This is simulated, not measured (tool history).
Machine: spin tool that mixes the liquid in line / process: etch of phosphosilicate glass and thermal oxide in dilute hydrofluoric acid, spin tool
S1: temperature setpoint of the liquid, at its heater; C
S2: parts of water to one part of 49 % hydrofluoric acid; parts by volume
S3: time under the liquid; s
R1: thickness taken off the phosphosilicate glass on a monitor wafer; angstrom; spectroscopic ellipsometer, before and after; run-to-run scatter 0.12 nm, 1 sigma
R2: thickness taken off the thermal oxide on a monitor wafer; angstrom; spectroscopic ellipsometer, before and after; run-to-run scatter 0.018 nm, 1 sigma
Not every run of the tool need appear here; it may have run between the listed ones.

run    day    S1   S2  S3      R1      R2
  1      0    22  140  30  370.77  7.0862
  2  0.133    22   95  30  568.37  12.536
  3  0.412  20.5  115  30  430.83  8.7581
  4  0.454  19.5  130  30   362.6  8.0194
  5  0.508    19  140  30  324.13  6.5773
  6  0.779    19  175  30  251.29  5.7416
  7  1.029  18.5  175  30  245.43  5.2299

What will run 8 give?
  8  1.279  18.5  175  30   ?   ?

{"run 8": {"R1": 245.09, "R2": 5.3311}}
